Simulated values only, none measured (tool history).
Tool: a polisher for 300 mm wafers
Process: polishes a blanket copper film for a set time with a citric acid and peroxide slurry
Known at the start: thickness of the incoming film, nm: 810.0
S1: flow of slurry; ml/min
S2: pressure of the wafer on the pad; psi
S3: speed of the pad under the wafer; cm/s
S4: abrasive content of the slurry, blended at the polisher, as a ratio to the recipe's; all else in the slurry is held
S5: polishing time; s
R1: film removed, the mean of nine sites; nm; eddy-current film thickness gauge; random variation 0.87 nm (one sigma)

{"run": 1, "hour": 0.0, "S1": 165, "S2": 3.2, "S3": 128, "S4": 1, "S5": 41, "R1": 144.51}
{"run": 2, "hour": 5.0, "S1": 160, "S2": 2.7, "S3": 128, "S4": 1, "S5": 41, "R1": 130.93}
{"run": 3, "hour": 10.6, "S1": 190, "S2": 2.7, "S3": 128, "S4": 1, "S5": 41, "R1": 136.48}
{"run": 4, "hour": 17.1, "S1": 190, "S2": 2.7, "S3": 128, "S4": 1, "S5": 37, "R1": 122.45}
{"run": 5, "hour": 18.6, "S1": 205, "S2": 2.7, "S3": 128, "S4": 1, "S5": 37, "R1": 120.92}
{"run": 6, "hour": 27.5, "S1": 205, "S2": 2.7, "S3": 140, "S4": 1, "S5": 37, "R1": 132.74}
{"run": 7, "hour": 28.0, "S1": 205, "S2": 2.7, "S3": 140, "S4": 1, "S5": 37, "R1": 131.99}
{"run": 8, "hour": 29.7, "S1": 205, "S2": 2.3, "S3": 134, "S4": 1, "S5": 37, "R1": 116.62}
{"run": 9, "hour": 32.8, "S1": 205, "S2": 2.3, "S3": 134, "S4": 1, "S5": 37, "R1": 115.15}
{"run": 10, "hour": 39.3, "S1": 205, "S2": 2, "S3": 130, "S4": 1, "S5": 37, "R1": 107.15}

Run 11 comes next. What will it give?
{"run": 11, "hour": 45.9, "S1": 205, "S2": 1.8, "S3": 126, "S4": 1, "S5": 37, "R1": "?"}

{"run 11": {"R1": 98.833}}
